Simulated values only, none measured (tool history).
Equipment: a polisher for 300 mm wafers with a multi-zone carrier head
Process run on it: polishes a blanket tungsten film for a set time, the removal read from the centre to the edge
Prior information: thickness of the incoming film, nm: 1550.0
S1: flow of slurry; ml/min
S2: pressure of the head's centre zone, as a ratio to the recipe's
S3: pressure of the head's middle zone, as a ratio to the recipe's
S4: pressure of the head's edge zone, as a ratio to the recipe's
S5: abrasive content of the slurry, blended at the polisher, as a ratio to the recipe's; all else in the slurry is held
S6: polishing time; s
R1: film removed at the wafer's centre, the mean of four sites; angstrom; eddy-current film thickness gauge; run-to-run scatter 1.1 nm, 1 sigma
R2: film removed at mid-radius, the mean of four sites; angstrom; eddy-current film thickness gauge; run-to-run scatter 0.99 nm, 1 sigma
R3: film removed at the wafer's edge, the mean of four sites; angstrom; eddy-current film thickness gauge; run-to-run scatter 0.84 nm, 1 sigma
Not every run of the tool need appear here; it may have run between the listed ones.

| run | day | S1 | S2 | S3 | S4 | S5 | S6 | R1 | R2 | R3 |
|---|---|---|---|---|---|---|---|---|---|---|
| 1 | 0 | 215 | 1 | 1 | 1 | 1 | 32 | 1061.1 | 1047.5 | 1072.1 |
| 2 | 0.046 | 215 | 1 | 1 | 1.04 | 1 | 32 | 1058 | 1070.2 | 1079.1 |
| 3 | 0.308 | 215 | 1 | 1 | 1.04 | 1 | 37 | 1252.9 | 1255.9 | 1247.4 |
| 4 | 0.408 | 245 | 1 | 1 | 1.04 | 1 | 37 | 1262 | 1252.1 | 1291.5 |
| 5 | 0.75 | 235 | 1 | 1 | 1.03 | 0.95 | 36 | 1211.1 | 1201.5 | 1193.5 |
| 6 | 0.854 | 235 | 1 | 0.92 | 1.03 | 0.95 | 36 | 1195.6 | 1099.9 | 1185.6 |
| 7 | 0.95 | 230 | 1 | 0.93 | 1.01 | 0.9 | 36 | 1166.6 | 1111.7 | 1168 |

Forecast run 8:
| 8 | 1.088 | 225 | 1.01 | 0.93 | 0.99 | 0.85 | 36 | ? | ? | ? |

Run 8 produced R1 1138.5 angstrom, R2 1104.2 angstrom, R3 1152.8 angstrom.
